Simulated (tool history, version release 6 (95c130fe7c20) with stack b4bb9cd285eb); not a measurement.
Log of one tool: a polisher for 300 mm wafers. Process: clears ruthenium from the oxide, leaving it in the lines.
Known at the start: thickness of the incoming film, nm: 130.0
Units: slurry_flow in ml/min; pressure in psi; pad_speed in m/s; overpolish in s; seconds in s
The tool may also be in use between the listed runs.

{"run": 1, "hour": 0.0, "slurry_flow": 130, "pressure": 2.2, "pad_speed": 0.98, "overpolish": 5, "seconds": 149.21}
{"run": 2, "hour": 6.8, "slurry_flow": 130, "pressure": 2.2, "pad_speed": 1.18, "overpolish": 5, "seconds": 130.29}
{"run": 3, "hour": 11.5, "slurry_flow": 130, "pressure": 2.6, "pad_speed": 1.18, "overpolish": 5, "seconds": 111.42}
{"run": 4, "hour": 18.7, "slurry_flow": 125, "pressure": 2.4, "pad_speed": 1.14, "overpolish": 5, "seconds": 125.57}
{"run": 5, "hour": 20.2, "slurry_flow": 120, "pressure": 2.2, "pad_speed": 1.12, "overpolish": 5, "seconds": 137.39}
{"run": 6, "hour": 22.1, "slurry_flow": 120, "pressure": 2, "pad_speed": 1.1, "overpolish": 5, "seconds": 155.48}
{"run": 7, "hour": 26.9, "slurry_flow": 115, "pressure": 1.9, "pad_speed": 1.1, "overpolish": 5, "seconds": 161.91}

Forecast run 8:
{"run": 8, "hour": 31.7, "slurry_flow": 110, "pressure": 1.8, "pad_speed": 1.1, "overpolish": 5, "seconds": "?"}

Run 8 gave seconds 170.98 s.
